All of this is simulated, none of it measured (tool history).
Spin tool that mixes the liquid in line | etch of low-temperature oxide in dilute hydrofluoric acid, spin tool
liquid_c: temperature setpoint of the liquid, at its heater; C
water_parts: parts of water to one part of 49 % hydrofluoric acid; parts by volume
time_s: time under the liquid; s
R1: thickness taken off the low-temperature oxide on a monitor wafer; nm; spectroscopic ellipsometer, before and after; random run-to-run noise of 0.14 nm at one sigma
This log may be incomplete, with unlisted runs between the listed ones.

{"run": 1, "day": 0.0, "liquid_c": 24, "water_parts": 255, "time_s": 125, "R1": 7.966}
{"run": 2, "day": 0.292, "liquid_c": 24, "water_parts": 255, "time_s": 135, "R1": 8.7814}
{"run": 3, "day": 0.35, "liquid_c": 24, "water_parts": 200, "time_s": 135, "R1": 11.817}
{"run": 4, "day": 0.567, "liquid_c": 26, "water_parts": 190, "time_s": 135, "R1": 13.395}
{"run": 5, "day": 0.712, "liquid_c": 26, "water_parts": 105, "time_s": 135, "R1": 27.302}
{"run": 6, "day": 0.95, "liquid_c": 26, "water_parts": 105, "time_s": 135, "R1": 27.512}
{"run": 7, "day": 0.992, "liquid_c": 23.5, "water_parts": 110, "time_s": 135, "R1": 23.042}
{"run": 8, "day": 1.042, "liquid_c": 22, "water_parts": 110, "time_s": 135, "R1": 22.203}
{"run": 9, "day": 1.067, "liquid_c": 20.5, "water_parts": 110, "time_s": 135, "R1": 20.952}
{"run": 10, "day": 1.342, "liquid_c": 19.5, "water_parts": 110, "time_s": 135, "R1": 19.813}

The next listed run, before its measurement:
{"run": 11, "day": 1.533, "liquid_c": 19, "water_parts": 110, "time_s": 135, "R1": "?"}

R1: 19.642 nm
